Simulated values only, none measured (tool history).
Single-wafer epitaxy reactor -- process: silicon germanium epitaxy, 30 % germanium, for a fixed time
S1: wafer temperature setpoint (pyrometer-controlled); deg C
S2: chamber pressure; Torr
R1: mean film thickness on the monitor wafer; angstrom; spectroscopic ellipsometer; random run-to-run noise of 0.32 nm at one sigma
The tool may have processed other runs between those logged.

run 1 hour=0.0 | S1=620 S2=26.7 | R1=909.55
run 2 hour=4.7 | S1=620 S2=31.5 | R1=943.52
run 3 hour=10.6 | S1=620 S2=29.7 | R1=938.77
run 4 hour=19.0 | S1=615 S2=29.6 | R1=863.51
run 5 hour=21.2 | S1=611 S2=29.5 | R1=815.05
run 6 hour=24.7 | S1=621 S2=29.5 | R1=954.85

What does the tool deliver on the next run?
run 7 hour=31.0 | S1=615 S2=29.3 | R1=?

{"run 7": {"R1": 865.75}}

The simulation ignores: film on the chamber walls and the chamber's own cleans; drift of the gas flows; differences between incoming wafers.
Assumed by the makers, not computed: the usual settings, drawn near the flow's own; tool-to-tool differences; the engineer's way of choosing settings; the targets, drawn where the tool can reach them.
